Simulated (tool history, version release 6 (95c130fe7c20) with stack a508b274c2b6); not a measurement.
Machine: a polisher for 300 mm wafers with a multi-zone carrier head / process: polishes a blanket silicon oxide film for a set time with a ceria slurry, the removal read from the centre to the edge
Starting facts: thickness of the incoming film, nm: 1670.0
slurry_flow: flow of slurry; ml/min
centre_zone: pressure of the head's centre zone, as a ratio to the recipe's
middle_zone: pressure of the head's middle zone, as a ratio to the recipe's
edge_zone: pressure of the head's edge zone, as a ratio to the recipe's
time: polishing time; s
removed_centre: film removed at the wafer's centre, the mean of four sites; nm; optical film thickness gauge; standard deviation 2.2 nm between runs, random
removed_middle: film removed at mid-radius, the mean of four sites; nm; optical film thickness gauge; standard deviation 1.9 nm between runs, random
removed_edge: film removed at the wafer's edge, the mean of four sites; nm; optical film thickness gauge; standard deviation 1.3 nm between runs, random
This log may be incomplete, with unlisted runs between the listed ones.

run    day  slurry_flow  centre_zone  middle_zone  edge_zone  time  removed_centre  removed_middle  removed_edge
  1      0          195            1            1          1    86          246.26          279.21           278
  2  0.354          190         1.01         0.97       0.97    80          221.08          250.34        252.57
  3  0.592          185         1.04         0.94       0.94    76          223.15          232.66        236.04
  4  0.696          180         1.04         0.92       0.92    73          212.38          220.16        227.44
  5  0.796          180         1.04         0.99       0.92    73          209.06          231.28        225.03
  6  1.117          215         1.04         0.99       0.92    73          217.34          236.14        226.56
  7  1.342          210         1.04         0.96       0.91    70          213.87          223.73        218.27
  8  1.671          200         1.04         0.93        0.9    67          193.97           209.4        209.59
  9  1.808          195         1.05         0.91       0.89    65          194.02          195.47        199.73
 10  1.962          190         1.05         0.89       0.88    64          186.05          187.37        193.68
 11  2.088          190         1.05         0.89       0.88    64          191.35          187.89        194.73
 12  2.438          185         1.05         0.88       0.87    64          187.88          186.23        191.74
 13  2.525          180         1.05         0.87       0.86    64          183.45          186.26         190.1

Run 14 is up next; what results do you expect?
 14  2.804          175         1.06         0.86       0.86    64               ?               ?             ?

Run 14 yielded removed_centre 184.14 nm, removed_middle 179.9 nm, removed_edge 190.9 nm.
